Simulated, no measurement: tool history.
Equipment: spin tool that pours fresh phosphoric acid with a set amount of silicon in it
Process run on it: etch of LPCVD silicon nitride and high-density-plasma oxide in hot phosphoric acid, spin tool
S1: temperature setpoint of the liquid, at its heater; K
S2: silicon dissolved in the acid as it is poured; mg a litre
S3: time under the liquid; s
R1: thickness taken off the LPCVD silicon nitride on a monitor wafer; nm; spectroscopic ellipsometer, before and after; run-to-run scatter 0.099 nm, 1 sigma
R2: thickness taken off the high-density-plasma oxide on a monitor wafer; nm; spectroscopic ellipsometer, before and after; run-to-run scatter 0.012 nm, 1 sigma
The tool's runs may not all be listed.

| run | day | S1 | S2 | S3 | R1 | R2 |
|---|---|---|---|---|---|---|
| 1 | 0.000 | 436.15 | 13.0 | 180 | 19.812 | 0.89235 |
| 2 | 0.338 | 436.15 | 19.5 | 180 | 20.364 | 0.81172 |
| 3 | 0.392 | 435.65 | 18.5 | 170 | 18.563 | 0.74817 |
| 4 | 0.646 | 435.65 | 18.5 | 140 | 15.361 | 0.63982 |
| 5 | 0.954 | 435.15 | 18.0 | 135 | 14.595 | 0.57241 |
| 6 | 1.229 | 434.65 | 16.5 | 135 | 14.437 | 0.58988 |
| 7 | 1.346 | 434.15 | 16.0 | 130 | 13.557 | 0.56192 |
| 8 | 1.467 | 433.65 | 16.0 | 130 | 13.500 | 0.51700 |
| 9 | 1.654 | 433.65 | 15.0 | 130 | 13.334 | 0.56907 |

What will run 10 give?
| 10 | 1.729 | 433.15 | 15.5 | 130 | ? | ? |

Run 10 gave R1 13.181 nm, R2 0.54009 nm.
